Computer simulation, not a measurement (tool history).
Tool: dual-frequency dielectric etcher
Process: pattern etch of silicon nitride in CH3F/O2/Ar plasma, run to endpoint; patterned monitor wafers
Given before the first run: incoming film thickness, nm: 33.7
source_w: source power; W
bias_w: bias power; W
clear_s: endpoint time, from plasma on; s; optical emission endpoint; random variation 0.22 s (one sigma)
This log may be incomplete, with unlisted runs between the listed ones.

| run | hour | source_w | bias_w | clear_s |
|---|---|---|---|---|
| 1 | 0.0 | 430 | 75 | 48.902 |
| 2 | 2.7 | 430 | 67 | 50.696 |
| 3 | 3.7 | 460 | 69 | 49.185 |
| 4 | 4.5 | 460 | 61 | 50.063 |
| 5 | 12.7 | 460 | 50 | 53.984 |
| 6 | 14.4 | 480 | 53 | 51.839 |
| 7 | 20.9 | 500 | 56 | 50.155 |
| 8 | 27.3 | 520 | 59 | 48.837 |
|  | 35.3 | bias power generator calibrated |
| 9 | 35.3 | 530 | 62 | 48.134 |
| 10 | 43.5 | 540 | 65 | 47.157 |
| 11 | 44.6 | 550 | 68 | 46.382 |

Estimate the outcome of run 12 from the log above:
| 12 | 50.1 | 560 | 70 | ? |

clear_s: 45.480 s
